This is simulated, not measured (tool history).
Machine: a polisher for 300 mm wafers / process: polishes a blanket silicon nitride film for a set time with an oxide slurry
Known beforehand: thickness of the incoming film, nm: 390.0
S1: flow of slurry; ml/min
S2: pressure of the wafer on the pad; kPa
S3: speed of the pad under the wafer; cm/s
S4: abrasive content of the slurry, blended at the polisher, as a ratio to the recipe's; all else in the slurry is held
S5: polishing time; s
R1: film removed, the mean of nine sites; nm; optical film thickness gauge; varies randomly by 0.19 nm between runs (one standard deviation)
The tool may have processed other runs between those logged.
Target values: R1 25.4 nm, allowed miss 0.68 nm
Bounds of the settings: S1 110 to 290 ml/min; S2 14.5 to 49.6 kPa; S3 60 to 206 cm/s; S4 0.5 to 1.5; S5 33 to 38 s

Run 1, hour 0: S1 185 ml/min, S2 31.7 kPa, S3 132 cm/s, S4 1, S5 38 s. Result: R1 37.786 nm.
Run 2, hour 5.9: S1 185 ml/min, S2 31.7 kPa, S3 110 cm/s, S4 1, S5 38 s. Result: R1 32.047 nm.
Run 3, hour 10.3: S1 180 ml/min, S2 30.3 kPa, S3 110 cm/s, S4 1, S5 38 s. Result: R1 30.745 nm.
Run 4, hour 14.8: S1 180 ml/min, S2 26.2 kPa, S3 110 cm/s, S4 1, S5 38 s. Result: R1 26.579 nm.
Run 5, hour 16.6: S1 180 ml/min, S2 26.2 kPa, S3 110 cm/s, S4 1, S5 38 s. Result: R1 26.693 nm.
Run 6, hour 24: S1 180 ml/min, S2 26.2 kPa, S3 110 cm/s, S4 1, S5 38 s. Result: R1 26.506 nm.
Run 7, hour 26.5: S1 175 ml/min, S2 26.2 kPa, S3 110 cm/s, S4 1, S5 38 s. Result: R1 26.599 nm.
Run 8, hour 33: S1 175 ml/min, S2 26.2 kPa, S3 110 cm/s, S4 1, S5 38 s. Result: R1 26.309 nm.
Run 9, hour 35.8: S1 170 ml/min, S2 26.2 kPa, S3 110 cm/s, S4 1, S5 38 s. Result: R1 26.094 nm.

Pick the move, out of 5, that brings all results within their allowed miss; only one does.
Run A, hour 38.6: S1 175 ml/min, S2 27.6 kPa, S3 116 cm/s, S4 1.05, S5 36 s. Result: R1 ?.
Run B, hour 38.6: S1 140 ml/min, S2 33.8 kPa, S3 108 cm/s, S4 0.9, S5 35 s. Result: R1 ?.
Run C, hour 38.6: S1 140 ml/min, S2 22.8 kPa, S3 132 cm/s, S4 1, S5 38 s. Result: R1 ?.
Run D, hour 38.6: S1 150 ml/min, S2 29.6 kPa, S3 88 cm/s, S4 1.25, S5 38 s. Result: R1 ?.
Run E, hour 38.6: S1 170 ml/min, S2 23.4 kPa, S3 140 cm/s, S4 0.9, S5 38 s. Result: R1 ?.

move      R1
   A  28.027
   B  27.457
   C  25.207
   D  26.515
   E  27.054
A: misses by more than the last run did
B: misses by more than the last run did
C: every result lands within tolerance
D: misses by more than the last run did
E: misses by more than the last run did
C meets every target.
